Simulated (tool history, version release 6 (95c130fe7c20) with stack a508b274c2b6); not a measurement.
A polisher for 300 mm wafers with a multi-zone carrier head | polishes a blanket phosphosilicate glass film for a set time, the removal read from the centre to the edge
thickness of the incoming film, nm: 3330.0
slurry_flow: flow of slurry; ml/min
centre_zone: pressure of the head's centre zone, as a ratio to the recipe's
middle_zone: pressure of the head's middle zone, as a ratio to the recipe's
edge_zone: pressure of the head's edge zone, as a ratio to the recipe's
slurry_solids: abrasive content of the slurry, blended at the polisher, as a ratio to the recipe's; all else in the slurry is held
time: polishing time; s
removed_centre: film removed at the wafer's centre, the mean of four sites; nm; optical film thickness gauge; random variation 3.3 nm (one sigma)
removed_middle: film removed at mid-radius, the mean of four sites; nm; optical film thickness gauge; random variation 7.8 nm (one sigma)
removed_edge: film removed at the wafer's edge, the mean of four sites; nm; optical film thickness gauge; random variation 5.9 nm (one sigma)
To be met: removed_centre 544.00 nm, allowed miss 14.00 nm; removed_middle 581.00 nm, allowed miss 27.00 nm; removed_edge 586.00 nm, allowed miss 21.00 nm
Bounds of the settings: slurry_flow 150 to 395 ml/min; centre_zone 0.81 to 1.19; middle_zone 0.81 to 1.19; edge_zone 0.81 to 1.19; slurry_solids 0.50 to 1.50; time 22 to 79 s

run    day  slurry_flow  centre_zone  middle_zone  edge_zone  slurry_solids  time  removed_centre  removed_middle  removed_edge
  1  0.000          250         1.00         1.00       1.00           1.00    50          414.82          437.80        434.22
  2  0.046          225         1.00         1.00       1.00           1.00    50          415.02          433.14        425.54
  3  0.117          225         0.92         1.00       1.00           1.00    50          377.70          430.98        431.25
  4  0.429          225         0.92         0.96       1.00           1.00    50          380.93          420.57        429.60
  5  0.758          225         0.85         0.96       1.00           1.00    50          349.79          424.00        430.89
  6  0.788          225         0.85         0.96       1.00           1.00    59          410.62          479.67        516.52
  7  0.975          245         0.90         1.00       1.03           1.05    59          452.31          531.01        531.61
  8  1.104          255         0.93         0.99       1.06           1.10    59          481.03          535.64        549.05

5 next moves are on the table. One of them brings every result within its allowed miss. Which?
  A  1.233          265         0.97         0.99       1.03           1.30    60               ?               ?             ?
  B  1.233          280         0.87         0.99       1.09           1.10    57               ?               ?             ?
  C  1.233          260         0.84         0.95       1.05           1.15    60               ?               ?             ?
  D  1.233          165         0.86         0.92       1.03           1.20    59               ?               ?             ?
  E  1.233          285         1.01         0.93       1.08           1.30    56               ?               ?             ?

move  removed_centre  removed_middle  removed_edge
   A          546.81          584.88        591.28
   B          438.09          522.78        542.52
   C          449.05          540.09        567.60
   D          423.71          491.12        533.14
   E          536.30          526.70        568.92
A: meets every target
B: further off than the last run
C: further off than the last run
D: further off than the last run
E: brings the result that was furthest off to its target, and leaves another outside
Answer: A

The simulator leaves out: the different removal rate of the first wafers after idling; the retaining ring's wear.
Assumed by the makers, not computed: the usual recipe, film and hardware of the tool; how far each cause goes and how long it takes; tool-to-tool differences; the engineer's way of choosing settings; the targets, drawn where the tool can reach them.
